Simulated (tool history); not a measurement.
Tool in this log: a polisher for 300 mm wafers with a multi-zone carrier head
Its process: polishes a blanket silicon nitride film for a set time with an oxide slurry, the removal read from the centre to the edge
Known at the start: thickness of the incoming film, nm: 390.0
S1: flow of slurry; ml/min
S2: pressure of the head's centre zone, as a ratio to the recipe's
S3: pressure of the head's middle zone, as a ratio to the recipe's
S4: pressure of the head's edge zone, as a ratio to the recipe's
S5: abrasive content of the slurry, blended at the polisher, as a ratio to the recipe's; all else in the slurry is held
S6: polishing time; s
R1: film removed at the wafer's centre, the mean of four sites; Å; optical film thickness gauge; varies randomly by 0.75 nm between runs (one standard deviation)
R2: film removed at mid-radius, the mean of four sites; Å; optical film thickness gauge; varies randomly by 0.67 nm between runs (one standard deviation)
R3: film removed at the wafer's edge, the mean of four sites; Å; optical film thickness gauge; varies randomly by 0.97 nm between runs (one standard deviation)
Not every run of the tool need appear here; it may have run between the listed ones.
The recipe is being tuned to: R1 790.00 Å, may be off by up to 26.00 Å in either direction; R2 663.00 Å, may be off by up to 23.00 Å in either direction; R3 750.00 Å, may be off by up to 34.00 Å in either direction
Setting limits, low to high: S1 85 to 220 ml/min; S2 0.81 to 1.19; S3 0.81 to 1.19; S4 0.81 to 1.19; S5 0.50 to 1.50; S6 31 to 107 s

run,hour,S1,S2,S3,S4,S5,S6,R1,R2,R3
1,0.0,140,1.00,1.00,1.00,1.00,69,499.35,479.17,497.66
2,6.7,145,1.02,1.00,1.03,1.10,70,533.67,512.56,525.17
3,10.4,145,1.02,1.00,1.03,1.10,55,422.92,407.61,414.95
4,18.9,145,1.02,1.00,1.03,0.95,55,395.23,387.02,387.20
5,20.9,145,1.02,1.00,1.03,0.95,62,450.61,436.75,445.38
6,26.6,145,1.07,1.00,1.03,0.95,62,474.04,435.40,444.92
7,30.0,145,1.08,0.99,1.06,1.05,65,528.90,470.09,493.01
8,38.5,145,1.08,0.99,1.08,1.15,68,554.60,506.63,532.68
9,39.2,150,1.09,0.98,1.10,1.20,70,594.39,527.85,571.71
10,40.6,190,1.14,1.00,1.19,1.45,74,708.82,611.50,676.52
11,43.5,190,1.14,1.00,1.19,1.45,75,725.46,633.34,688.75
12,47.3,190,1.14,0.99,1.19,1.45,76,741.80,632.10,692.89
13,54.4,185,1.14,0.98,1.19,1.45,77,752.69,631.97,708.62
14,56.7,185,1.14,0.98,1.19,1.45,78,756.73,631.93,734.22

Which one of the following 5 next-run settings gets every result inside its allowed miss? There is exactly one.
A,59.0,175,1.11,1.05,1.19,1.45,75,?,?,?
B,59.0,195,1.14,0.99,1.19,1.30,84,?,?,?
C,59.0,180,1.07,0.99,1.19,1.45,79,?,?,?
D,59.0,170,1.00,0.95,1.19,1.45,80,?,?,?
E,59.0,170,1.19,0.87,1.19,1.35,87,?,?,?

move,R1,R2,R3
A,714.49,648.77,666.50
B,803.51,676.90,726.96
C,727.67,654.40,704.25
D,683.01,637.51,710.08
E,863.88,631.81,754.96
A: gets the furthest-off result to its target, but another result is out of tolerance
B: meets every target
C: gets the furthest-off result to its target, but another result is out of tolerance
D: lands further from the targets than the last run did
E: lands further from the targets than the last run did
So the answer is move B, the one that meets all the targets.
